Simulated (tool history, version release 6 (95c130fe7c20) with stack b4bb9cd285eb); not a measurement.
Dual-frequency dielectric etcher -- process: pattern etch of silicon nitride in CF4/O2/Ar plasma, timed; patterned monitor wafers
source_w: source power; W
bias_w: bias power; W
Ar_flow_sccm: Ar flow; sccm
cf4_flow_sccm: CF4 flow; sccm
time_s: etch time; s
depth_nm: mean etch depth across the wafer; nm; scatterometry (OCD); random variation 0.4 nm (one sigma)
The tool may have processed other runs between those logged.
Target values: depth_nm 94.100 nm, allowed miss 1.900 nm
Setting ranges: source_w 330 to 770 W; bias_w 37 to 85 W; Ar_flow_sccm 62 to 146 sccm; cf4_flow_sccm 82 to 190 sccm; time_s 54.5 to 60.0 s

{"run": 1, "day": 0.0, "source_w": 550, "bias_w": 61, "Ar_flow_sccm": 104, "cf4_flow_sccm": 136, "time_s": 60.0, "depth_nm": 158.89}
{"run": 2, "day": 0.1, "source_w": 650, "bias_w": 61, "Ar_flow_sccm": 104, "cf4_flow_sccm": 136, "time_s": 60.0, "depth_nm": 188.74}
{"run": 3, "day": 0.158, "source_w": 650, "bias_w": 61, "Ar_flow_sccm": 104, "cf4_flow_sccm": 145, "time_s": 60.0, "depth_nm": 188.89}
{"run": 4, "day": 0.517, "source_w": 610, "bias_w": 58, "Ar_flow_sccm": 106, "cf4_flow_sccm": 144, "time_s": 59.5, "depth_nm": 171.14}
{"run": 5, "day": 0.629, "source_w": 570, "bias_w": 56, "Ar_flow_sccm": 107, "cf4_flow_sccm": 144, "time_s": 59.5, "depth_nm": 157.21}
{"run": 6, "day": 0.792, "source_w": 540, "bias_w": 54, "Ar_flow_sccm": 108, "cf4_flow_sccm": 144, "time_s": 59.5, "depth_nm": 147.16}
{"run": 7, "day": 1.121, "source_w": 510, "bias_w": 52, "Ar_flow_sccm": 109, "cf4_flow_sccm": 144, "time_s": 59.5, "depth_nm": 135.66}
{"run": 8, "day": 1.296, "source_w": 400, "bias_w": 46, "Ar_flow_sccm": 111, "cf4_flow_sccm": 142, "time_s": 59.5, "depth_nm": 97.866}

Which one of the following 5 next-run settings gets every result inside its allowed miss? There is exactly one.
{"run": "A", "day": 1.471, "source_w": 390, "bias_w": 54, "Ar_flow_sccm": 125, "cf4_flow_sccm": 145, "time_s": 55.5, "depth_nm": "?"}
{"run": "B", "day": 1.471, "source_w": 420, "bias_w": 42, "Ar_flow_sccm": 87, "cf4_flow_sccm": 123, "time_s": 60.0, "depth_nm": "?"}
{"run": "C", "day": 1.471, "source_w": 420, "bias_w": 51, "Ar_flow_sccm": 110, "cf4_flow_sccm": 166, "time_s": 54.5, "depth_nm": "?"}
{"run": "D", "day": 1.471, "source_w": 410, "bias_w": 42, "Ar_flow_sccm": 108, "cf4_flow_sccm": 140, "time_s": 59.5, "depth_nm": "?"}
{"run": "E", "day": 1.471, "source_w": 410, "bias_w": 49, "Ar_flow_sccm": 106, "cf4_flow_sccm": 129, "time_s": 59.5, "depth_nm": "?"}

move=A depth_nm=94.439
move=B depth_nm=101.960
move=C depth_nm=101.100
move=D depth_nm=97.678
move=E depth_nm=103.300
A: all results land within tolerance of their targets
B: the biggest miss grows against the last run
C: the biggest miss grows against the last run
D: about the same distance from the targets as the last run
E: the biggest miss grows against the last run
A is the move that brings every result within its allowed miss.

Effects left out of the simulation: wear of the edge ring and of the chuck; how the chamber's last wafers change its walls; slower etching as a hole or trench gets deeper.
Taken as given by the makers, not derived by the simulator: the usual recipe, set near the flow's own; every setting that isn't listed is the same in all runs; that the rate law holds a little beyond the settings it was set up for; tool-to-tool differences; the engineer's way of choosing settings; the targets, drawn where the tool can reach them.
